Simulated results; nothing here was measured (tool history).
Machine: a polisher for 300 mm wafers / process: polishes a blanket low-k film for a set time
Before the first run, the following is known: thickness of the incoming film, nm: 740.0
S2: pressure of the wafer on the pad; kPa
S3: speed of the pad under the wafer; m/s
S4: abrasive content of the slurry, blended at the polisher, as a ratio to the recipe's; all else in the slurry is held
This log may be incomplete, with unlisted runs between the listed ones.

run 1 day=0.000 | flow_of_slurry_(ml/min)=125 S2=13.1 S3=1.18 S4=1.0 polishing_time_(s)=51 | film_removed_(Å)=182.46
run 2 day=0.225 | flow_of_slurry_(ml/min)=125 S2=13.1 S3=1.18 S4=1.0 polishing_time_(s)=51 | film_removed_(Å)=183.47
run 3 day=0.262 | flow_of_slurry_(ml/min)=120 S2=12.4 S3=1.18 S4=1.0 polishing_time_(s)=51 | film_removed_(Å)=171.87
run 4 day=0.317 | flow_of_slurry_(ml/min)=120 S2=12.4 S3=1.18 S4=1.0 polishing_time_(s)=51 | film_removed_(Å)=171.18
run 5 day=0.646 | flow_of_slurry_(ml/min)=115 S2=11.7 S3=1.18 S4=1.0 polishing_time_(s)=51 | film_removed_(Å)=163.62
run 6 day=1.012 | flow_of_slurry_(ml/min)=115 S2=11.7 S3=1.18 S4=1.2 polishing_time_(s)=51 | film_removed_(Å)=177.52

What will run 7 give?
run 7 day=1.338 | flow_of_slurry_(ml/min)=110 S2=11.0 S3=1.18 S4=1.2 polishing_time_(s)=51 | film_removed_(Å)=?

film removed (Å): 162.75
